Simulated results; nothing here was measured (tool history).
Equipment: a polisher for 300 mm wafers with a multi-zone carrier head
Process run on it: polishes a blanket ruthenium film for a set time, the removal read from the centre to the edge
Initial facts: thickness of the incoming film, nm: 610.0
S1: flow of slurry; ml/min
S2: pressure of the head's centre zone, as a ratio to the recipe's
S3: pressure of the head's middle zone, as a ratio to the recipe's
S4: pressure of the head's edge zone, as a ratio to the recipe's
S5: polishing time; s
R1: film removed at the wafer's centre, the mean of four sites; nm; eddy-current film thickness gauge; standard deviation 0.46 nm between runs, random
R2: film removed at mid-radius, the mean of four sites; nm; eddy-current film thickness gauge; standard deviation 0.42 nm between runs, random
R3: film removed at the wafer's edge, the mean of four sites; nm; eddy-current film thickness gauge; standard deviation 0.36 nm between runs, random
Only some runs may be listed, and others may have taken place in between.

{"run": 1, "hour": 0.0, "S1": 245, "S2": 1, "S3": 1, "S4": 1, "S5": 38, "R1": 44.333, "R2": 45.139, "R3": 45.075}
{"run": 2, "hour": 0.6, "S1": 245, "S2": 1, "S3": 1, "S4": 0.95, "S5": 38, "R1": 43.788, "R2": 44.39, "R3": 44.607}
{"run": 3, "hour": 6.2, "S1": 245, "S2": 1.01, "S3": 1, "S4": 0.94, "S5": 35, "R1": 42.336, "R2": 40.718, "R3": 41.17}
{"run": 4, "hour": 9.7, "S1": 240, "S2": 1, "S3": 1, "S4": 0.93, "S5": 33, "R1": 38.525, "R2": 38.211, "R3": 38.378}
{"run": 5, "hour": 14.1, "S1": 240, "S2": 0.96, "S3": 1, "S4": 0.93, "S5": 33, "R1": 36.71, "R2": 38.227, "R3": 38.306}
{"run": 6, "hour": 20.5, "S1": 235, "S2": 0.97, "S3": 1, "S4": 0.9, "S5": 32, "R1": 36.257, "R2": 36.636, "R3": 36.629}

Run 7 comes next. What will it give?
{"run": 7, "hour": 28.9, "S1": 230, "S2": 0.97, "S3": 1, "S4": 0.89, "S5": 32, "R1": "?", "R2": "?", "R3": "?"}

R1: 36.218 nm
R2: 36.966 nm
R3: 36.617 nm

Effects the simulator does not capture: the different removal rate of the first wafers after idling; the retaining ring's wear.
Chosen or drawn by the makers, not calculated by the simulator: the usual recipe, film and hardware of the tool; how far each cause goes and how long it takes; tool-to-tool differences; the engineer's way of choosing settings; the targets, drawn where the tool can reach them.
